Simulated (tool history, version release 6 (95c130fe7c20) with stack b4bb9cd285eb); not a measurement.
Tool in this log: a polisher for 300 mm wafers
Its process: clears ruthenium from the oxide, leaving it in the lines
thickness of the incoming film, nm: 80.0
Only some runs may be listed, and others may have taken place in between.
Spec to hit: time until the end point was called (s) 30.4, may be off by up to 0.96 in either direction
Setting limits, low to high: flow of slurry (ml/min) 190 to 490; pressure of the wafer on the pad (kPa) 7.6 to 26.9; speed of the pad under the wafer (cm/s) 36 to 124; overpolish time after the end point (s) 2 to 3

| run | hour | flow of slurry (ml/min) | pressure of the wafer on the pad (kPa) | speed of the pad under the wafer (cm/s) | overpolish time after the end point (s) | time until the end point was called (s) |
|---|---|---|---|---|---|---|
| 1 | 0 | 315 | 17.2 | 80 | 3 | 55.847 |
| 2 | 1.9 | 315 | 20.7 | 82 | 3 | 46.901 |
| 3 | 10.5 | 315 | 22.8 | 86 | 3 | 40.602 |
| 4 | 11.6 | 315 | 20 | 86 | 3 | 46.191 |
| 5 | 19.5 | 315 | 22.1 | 88 | 3 | 41.111 |
| 6 | 21.3 | 315 | 20 | 88 | 3 | 45.702 |
| 7 | 28.8 | 315 | 22.1 | 90 | 3 | 40.46 |
| 8 | 36.4 | 315 | 23.4 | 92 | 3 | 37.588 |
| 9 | 38.7 | 315 | 24.8 | 94 | 3 | 34.805 |
| 10 | 42.9 | 315 | 25.5 | 96 | 3 | 32.955 |
| 11 | 51.1 | 315 | 26.2 | 96 | 3 | 32.552 |
| 12 | 53.3 | 315 | 26.2 | 98 | 3 | 32.119 |

Consider the 4 candidate settings below. Which is the only one whose results all fall within their allowed miss of target?
| A | 55.5 | 300 | 26.2 | 104 | 3 | ? |
| B | 55.5 | 355 | 26.2 | 96 | 2 | ? |
| C | 55.5 | 300 | 26.2 | 94 | 2 | ? |
| D | 55.5 | 355 | 26.9 | 88 | 2 | ? |

| move | time until the end point was called (s) |
|---|---|
| A | 30.555 |
| B | 32.143 |
| C | 33.196 |
| D | 33.619 |
A: every result lands within tolerance
B: about as far from the targets as the last run
C: the biggest miss grows against the last run
D: the biggest miss grows against the last run
So the answer is move A, the one that meets all the targets.

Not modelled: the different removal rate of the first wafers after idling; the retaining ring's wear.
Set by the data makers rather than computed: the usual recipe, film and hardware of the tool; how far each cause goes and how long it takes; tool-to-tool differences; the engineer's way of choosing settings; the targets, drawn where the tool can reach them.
